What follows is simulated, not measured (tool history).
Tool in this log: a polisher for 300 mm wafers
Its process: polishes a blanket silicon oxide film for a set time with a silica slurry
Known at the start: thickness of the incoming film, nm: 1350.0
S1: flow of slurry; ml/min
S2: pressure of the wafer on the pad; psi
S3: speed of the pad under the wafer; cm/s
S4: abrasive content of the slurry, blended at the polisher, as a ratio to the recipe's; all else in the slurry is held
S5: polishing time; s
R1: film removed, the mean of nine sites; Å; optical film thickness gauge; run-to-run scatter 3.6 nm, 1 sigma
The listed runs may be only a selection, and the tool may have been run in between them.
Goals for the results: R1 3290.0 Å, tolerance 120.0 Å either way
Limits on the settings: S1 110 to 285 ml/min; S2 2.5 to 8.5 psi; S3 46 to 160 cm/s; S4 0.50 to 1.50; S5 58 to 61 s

Run 1, hour 0.0: S1 180 ml/min, S2 5.5 psi, S3 102 cm/s, S4 1.00, S5 58 s. Result: R1 2531.8 Å.
Run 2, hour 6.8: S1 180 ml/min, S2 5.5 psi, S3 118 cm/s, S4 1.00, S5 58 s. Result: R1 2793.8 Å.
Run 3, hour 11.6: S1 180 ml/min, S2 5.6 psi, S3 118 cm/s, S4 1.00, S5 58 s. Result: R1 2870.5 Å.
Run 4, hour 18.4: S1 180 ml/min, S2 5.7 psi, S3 118 cm/s, S4 1.00, S5 58 s. Result: R1 2920.2 Å.
Run 5, hour 24.3: S1 180 ml/min, S2 5.8 psi, S3 118 cm/s, S4 1.00, S5 58 s. Result: R1 2934.0 Å.
Run 6, hour 25.0: S1 180 ml/min, S2 5.8 psi, S3 118 cm/s, S4 1.00, S5 58 s. Result: R1 2963.2 Å.
Run 7, hour 26.3: S1 180 ml/min, S2 5.9 psi, S3 118 cm/s, S4 1.00, S5 58 s. Result: R1 3045.2 Å.
Run 8, hour 31.6: S1 185 ml/min, S2 6.1 psi, S3 118 cm/s, S4 1.00, S5 58 s. Result: R1 3135.6 Å.
Run 9, hour 34.7: S1 185 ml/min, S2 6.2 psi, S3 118 cm/s, S4 1.00, S5 58 s. Result: R1 3201.7 Å.

Next run, 4 choices. One meets every target within its allowed miss, the rest don't. Which?
Run A, hour 37.8: S1 235 ml/min, S2 5.5 psi, S3 110 cm/s, S4 1.15, S5 61 s. Result: R1 ?.
Run B, hour 37.8: S1 180 ml/min, S2 7.0 psi, S3 100 cm/s, S4 0.95, S5 58 s. Result: R1 ?.
Run C, hour 37.8: S1 205 ml/min, S2 6.5 psi, S3 106 cm/s, S4 0.95, S5 58 s. Result: R1 ?.
Run D, hour 37.8: S1 175 ml/min, S2 6.1 psi, S3 112 cm/s, S4 1.20, S5 61 s. Result: R1 ?.

move      R1
   A  3041.0
   B  3105.2
   C  3066.0
   D  3310.5
A: the biggest miss grows against the last run
B: the biggest miss grows against the last run
C: the biggest miss grows against the last run
D: in spec on every target
Correct choice: D, which meets every target
